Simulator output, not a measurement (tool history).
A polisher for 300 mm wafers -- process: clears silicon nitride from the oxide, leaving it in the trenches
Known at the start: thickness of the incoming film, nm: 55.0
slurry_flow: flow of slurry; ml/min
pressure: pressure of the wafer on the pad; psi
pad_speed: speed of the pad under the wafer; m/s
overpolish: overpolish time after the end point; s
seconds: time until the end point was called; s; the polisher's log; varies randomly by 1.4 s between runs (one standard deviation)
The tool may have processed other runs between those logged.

run 1 hour=0 | slurry_flow=220 pressure=2 pad_speed=0.76 overpolish=4 | seconds=104.12
run 2 hour=7.2 | slurry_flow=220 pressure=1.7 pad_speed=0.76 overpolish=4 | seconds=125.77
run 3 hour=16.1 | slurry_flow=220 pressure=2.1 pad_speed=0.76 overpolish=4 | seconds=98.683
run 4 hour=20.3 | slurry_flow=220 pressure=2.2 pad_speed=0.76 overpolish=4 | seconds=94.447
run 5 hour=24.7 | slurry_flow=220 pressure=2.3 pad_speed=0.76 overpolish=4 | seconds=87.573
run 6 hour=30 | slurry_flow=170 pressure=2.3 pad_speed=0.76 overpolish=4 | seconds=92.757
run 7 hour=33.3 | slurry_flow=170 pressure=2.4 pad_speed=0.76 overpolish=4 | seconds=87.594

Run 8 is up next; what results do you expect?
run 8 hour=34.6 | slurry_flow=175 pressure=2.5 pad_speed=0.76 overpolish=4 | seconds=?

seconds: 88.138 s
